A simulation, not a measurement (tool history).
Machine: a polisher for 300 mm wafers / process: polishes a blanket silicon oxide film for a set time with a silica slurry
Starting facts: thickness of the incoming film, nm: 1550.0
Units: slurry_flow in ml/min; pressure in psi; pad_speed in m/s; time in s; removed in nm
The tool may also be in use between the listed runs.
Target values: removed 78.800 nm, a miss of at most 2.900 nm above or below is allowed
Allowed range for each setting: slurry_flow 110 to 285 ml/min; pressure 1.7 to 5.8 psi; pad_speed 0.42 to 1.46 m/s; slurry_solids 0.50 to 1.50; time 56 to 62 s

run 1 hour=0.0 | slurry_flow=180 pressure=3.7 pad_speed=0.94 slurry_solids=1.00 time=62 | removed=178.250
run 2 hour=1.1 | slurry_flow=180 pressure=3.4 pad_speed=0.90 slurry_solids=1.00 time=62 | removed=161.490
run 3 hour=8.2 | slurry_flow=180 pressure=2.6 pad_speed=0.90 slurry_solids=1.00 time=62 | removed=126.450
run 4 hour=12.2 | slurry_flow=180 pressure=2.5 pad_speed=0.86 slurry_solids=1.00 time=62 | removed=115.580
run 5 hour=20.5 | slurry_flow=180 pressure=2.1 pad_speed=0.86 slurry_solids=1.00 time=62 | removed=98.302
run 6 hour=25.2 | slurry_flow=180 pressure=2.0 pad_speed=0.84 slurry_solids=1.00 time=62 | removed=91.935
run 7 hour=28.9 | slurry_flow=175 pressure=1.8 pad_speed=0.82 slurry_solids=1.00 time=62 | removed=83.418
run 8 hour=30.4 | slurry_flow=170 pressure=1.8 pad_speed=0.82 slurry_solids=1.00 time=62 | removed=83.527
run 9 hour=38.4 | slurry_flow=165 pressure=1.8 pad_speed=0.82 slurry_solids=1.00 time=62 | removed=84.430

Next run, 5 choices. One meets every target within its allowed miss, the rest don't. Which?
run A hour=46.4 | slurry_flow=195 pressure=2.7 pad_speed=0.42 slurry_solids=0.95 time=57 | removed=?
run B hour=46.4 | slurry_flow=135 pressure=1.7 pad_speed=1.04 slurry_solids=0.95 time=60 | removed=?
run C hour=46.4 | slurry_flow=215 pressure=2.3 pad_speed=0.66 slurry_solids=0.85 time=62 | removed=?
run D hour=46.4 | slurry_flow=130 pressure=2.1 pad_speed=0.78 slurry_solids=1.00 time=59 | removed=?
run E hour=46.4 | slurry_flow=120 pressure=2.4 pad_speed=0.74 slurry_solids=0.85 time=62 | removed=?

move=A removed=83.497
move=B removed=79.072
move=C removed=88.519
move=D removed=83.755
move=E removed=87.020
A: an improvement on the last run, though not all results are within tolerance
B: all results in spec
C: moves away from the targets compared with the last run
D: an improvement on the last run, though not all results are within tolerance
E: moves away from the targets compared with the last run
B meets every target.
